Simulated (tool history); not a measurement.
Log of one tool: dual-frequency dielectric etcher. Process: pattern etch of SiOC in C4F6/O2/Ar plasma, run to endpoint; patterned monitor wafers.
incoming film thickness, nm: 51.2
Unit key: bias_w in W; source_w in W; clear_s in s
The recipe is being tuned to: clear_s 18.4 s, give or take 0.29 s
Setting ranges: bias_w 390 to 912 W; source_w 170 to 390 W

run	hour	bias_w	source_w	clear_s
1	0	651	280	17.003
2	0.6	751	280	16.138
3	6.6	832	280	15.671
4	12	752	270	16.376
5	15.8	696	270	16.816
6	21.9	788	270	16.183
7	24.1	724	270	16.547
8	32.3	671	270	16.953
9	36.3	630	270	17.349
10	36.8	602	270	17.636
11	38	582	270	17.681
12	40.6	562	270	17.851

Which one of the following 5 next-run settings gets every result inside its allowed miss? There is exactly one.
A	43.2	629	260	?
B	43.2	533	240	?
C	43.2	563	260	?
D	43.2	485	260	?
E	43.2	535	240	?

move	clear_s
A	17.607
B	19.153
C	18.219
D	19.039
E	19.132
A: misses by more than the last run did
B: takes the result that was furthest off past its target
C: each result inside its tolerance
D: takes the result that was furthest off past its target
E: takes the result that was furthest off past its target
C is the move that brings every result within its allowed miss.
